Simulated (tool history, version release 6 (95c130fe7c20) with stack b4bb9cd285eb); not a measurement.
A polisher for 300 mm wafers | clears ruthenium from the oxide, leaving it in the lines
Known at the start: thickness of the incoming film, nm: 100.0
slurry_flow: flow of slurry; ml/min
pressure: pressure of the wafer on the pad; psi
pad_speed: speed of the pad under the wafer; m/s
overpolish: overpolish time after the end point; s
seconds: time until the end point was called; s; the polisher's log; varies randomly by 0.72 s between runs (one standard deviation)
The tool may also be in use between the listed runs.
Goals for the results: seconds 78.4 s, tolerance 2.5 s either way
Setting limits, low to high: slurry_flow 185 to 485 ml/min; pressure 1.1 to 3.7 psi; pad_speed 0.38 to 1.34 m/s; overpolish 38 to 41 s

run,hour,slurry_flow,pressure,pad_speed,overpolish,seconds
1,0,310,2.4,0.86,38,102.29
2,6.9,310,2.5,0.86,38,100.53
3,13.4,380,2.5,0.86,38,99.121
4,15.4,380,2.6,0.86,38,94.463
5,17.6,380,2.6,0.72,38,109.18
6,24.3,380,2.8,0.72,38,100.87
7,32.6,380,2.9,0.72,38,97.174
8,35.5,380,3,0.72,38,95.286
9,41.1,380,3,0.72,38,93.941
10,45.1,380,3.1,0.72,38,92.164
11,51.5,380,3.2,0.72,38,90.555
12,59.5,380,3.3,0.72,38,87.621
13,62.9,380,3.4,0.72,38,83.792
14,63.9,380,3.5,0.72,38,81.834

Which of these 4 next moves meets every target?
A,64.9,455,2.6,1.06,41,?
B,64.9,375,3.6,0.66,39,?
C,64.9,365,3.4,0.72,38,?
D,64.9,415,3.3,0.68,41,?

move,seconds
A,79.247
B,86.62
C,85.576
D,91.479
A: every result lands within tolerance
B: moves away from the targets compared with the last run
C: moves away from the targets compared with the last run
D: moves away from the targets compared with the last run
So the answer is move A, the one that meets all the targets.
